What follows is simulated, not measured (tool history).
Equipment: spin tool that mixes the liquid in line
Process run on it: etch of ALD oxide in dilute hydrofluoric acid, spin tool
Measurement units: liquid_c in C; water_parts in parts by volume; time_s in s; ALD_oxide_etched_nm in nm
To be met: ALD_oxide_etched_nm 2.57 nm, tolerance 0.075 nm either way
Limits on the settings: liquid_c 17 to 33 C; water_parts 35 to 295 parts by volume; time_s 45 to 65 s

{"run": 1, "hour": 0.0, "liquid_c": 25, "water_parts": 165, "time_s": 65, "ALD_oxide_etched_nm": 3.84}
{"run": 2, "hour": 1.6, "liquid_c": 24, "water_parts": 165, "time_s": 65, "ALD_oxide_etched_nm": 3.7129}
{"run": 3, "hour": 8.5, "liquid_c": 23, "water_parts": 170, "time_s": 65, "ALD_oxide_etched_nm": 3.407}
{"run": 4, "hour": 16.3, "liquid_c": 20, "water_parts": 170, "time_s": 65, "ALD_oxide_etched_nm": 3.0513}
{"run": 5, "hour": 17.9, "liquid_c": 19.5, "water_parts": 170, "time_s": 65, "ALD_oxide_etched_nm": 3.0289}
{"run": 6, "hour": 22.9, "liquid_c": 19.5, "water_parts": 170, "time_s": 45, "ALD_oxide_etched_nm": 2.0769}
{"run": 7, "hour": 23.8, "liquid_c": 20, "water_parts": 170, "time_s": 45, "ALD_oxide_etched_nm": 2.1132}
{"run": 8, "hour": 24.8, "liquid_c": 20.5, "water_parts": 170, "time_s": 45, "ALD_oxide_etched_nm": 2.1579}
{"run": 9, "hour": 32.7, "liquid_c": 21, "water_parts": 170, "time_s": 45, "ALD_oxide_etched_nm": 2.1761}
{"run": 10, "hour": 40.0, "liquid_c": 21.5, "water_parts": 170, "time_s": 45, "ALD_oxide_etched_nm": 2.2487}

Of the 5 settings listed for the next run, only one would bring every result within its allowed miss of target. Which one?
{"run": "A", "hour": 47.3, "liquid_c": 24.5, "water_parts": 225, "time_s": 60, "ALD_oxide_etched_nm": "?"}
{"run": "B", "hour": 47.3, "liquid_c": 20.5, "water_parts": 205, "time_s": 50, "ALD_oxide_etched_nm": "?"}
{"run": "C", "hour": 47.3, "liquid_c": 23, "water_parts": 190, "time_s": 50, "ALD_oxide_etched_nm": "?"}
{"run": "D", "hour": 47.3, "liquid_c": 19, "water_parts": 185, "time_s": 50, "ALD_oxide_etched_nm": "?"}
{"run": "E", "hour": 47.3, "liquid_c": 21, "water_parts": 190, "time_s": 60, "ALD_oxide_etched_nm": "?"}

move=A ALD_oxide_etched_nm=2.3574
move=B ALD_oxide_etched_nm=1.8963
move=C ALD_oxide_etched_nm=2.2844
move=D ALD_oxide_etched_nm=2.0217
move=E ALD_oxide_etched_nm=2.5406
A: nearer than the last run, and not there yet
B: moves away from the targets compared with the last run
C: nearer than the last run, and not there yet
D: moves away from the targets compared with the last run
E: all results in spec
Answer: E
